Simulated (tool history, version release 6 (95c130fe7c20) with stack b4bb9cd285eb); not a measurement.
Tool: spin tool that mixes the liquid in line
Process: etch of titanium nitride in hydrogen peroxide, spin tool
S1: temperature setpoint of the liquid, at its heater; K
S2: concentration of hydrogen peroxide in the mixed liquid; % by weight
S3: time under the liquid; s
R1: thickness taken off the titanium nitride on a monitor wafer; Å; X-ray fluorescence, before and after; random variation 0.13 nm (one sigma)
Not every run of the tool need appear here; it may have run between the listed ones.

run	hour	S1	S2	S3	R1
1	0	320.15	17	310	119.23
2	8.2	315.15	17	310	81.77
3	16.3	317.15	17	310	95.72
4	23.2	317.15	20	310	98.895
5	30.5	313.65	20	310	74.785
6	33.1	315.65	20	310	89.371
7	33.7	315.65	20	310	88.167
8	38.2	317.15	20	310	99.262
9	47.2	318.65	20	310	109.71
10	54.9	319.65	20	310	120.04
11	59.6	320.65	20	310	129.39

For run 12, what comes out?
12	64.5	321.65	20	310	?

R1: 137.25 Å
